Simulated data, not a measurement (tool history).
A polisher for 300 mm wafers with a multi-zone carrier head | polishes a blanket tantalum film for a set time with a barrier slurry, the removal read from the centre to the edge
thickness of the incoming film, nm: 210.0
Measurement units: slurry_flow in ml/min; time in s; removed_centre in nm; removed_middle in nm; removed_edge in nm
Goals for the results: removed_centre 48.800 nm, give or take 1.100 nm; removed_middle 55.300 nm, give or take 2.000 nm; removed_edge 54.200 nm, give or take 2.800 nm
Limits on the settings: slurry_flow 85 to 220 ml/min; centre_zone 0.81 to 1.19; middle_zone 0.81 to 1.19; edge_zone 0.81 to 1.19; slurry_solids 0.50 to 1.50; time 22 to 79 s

run	hour	slurry_flow	centre_zone	middle_zone	edge_zone	slurry_solids	time	removed_centre	removed_middle	removed_edge
1	0.0	140	1.00	1.00	1.00	1.00	50	79.014	77.161	77.133
2	4.9	140	1.00	1.06	1.00	1.00	50	78.555	81.065	79.620
3	13.0	140	1.00	1.06	1.00	1.00	58	91.447	94.573	89.599
4	20.0	140	1.00	1.06	1.05	1.00	58	91.625	93.817	92.079
5	28.5	140	1.00	1.06	1.05	1.20	58	95.706	98.796	98.076
6	30.1	130	0.95	1.03	1.01	1.00	54	80.066	82.763	83.274
7	36.5	120	0.92	1.03	0.98	0.85	51	67.973	75.322	74.524
8	39.3	120	0.92	1.03	0.98	0.85	51	67.515	73.510	73.956
9	45.6	115	0.90	1.01	0.94	0.75	49	60.961	67.068	66.991
10	52.4	110	0.88	1.00	0.91	0.70	48	57.557	62.105	62.160
11	56.5	105	0.86	1.00	0.89	0.65	48	54.012	60.887	61.314
12	60.1	105	0.86	1.00	0.87	0.60	48	51.937	58.562	59.092
13	63.1	105	0.86	1.00	0.85	0.60	48	51.421	59.090	57.684
14	69.3	100	0.86	0.99	0.84	0.60	48	52.162	57.661	58.036

Exactly one of the 5 candidate moves below puts every result within its allowed miss. Which one?
A	75.5	85	0.83	1.01	0.84	0.55	48	?	?	?
B	75.5	150	0.85	0.99	0.87	0.60	42	?	?	?
C	75.5	85	0.88	0.88	0.84	0.50	57	?	?	?
D	75.5	85	0.87	0.90	0.83	0.50	50	?	?	?
E	75.5	100	0.89	0.91	0.85	0.60	51	?	?	?

move	removed_centre	removed_middle	removed_edge
A	46.308	54.864	54.874
B	48.808	54.633	54.311
C	56.276	56.147	63.029
D	48.806	50.165	55.051
E	56.777	57.223	61.989
A: the result that was furthest off in the last run now lies on the other side of its target
B: all results land within tolerance of their targets
C: lands further from the targets than the last run did
D: meets the target for the result that was furthest off, but another lies outside its allowed miss
E: lands further from the targets than the last run did
Answer: B
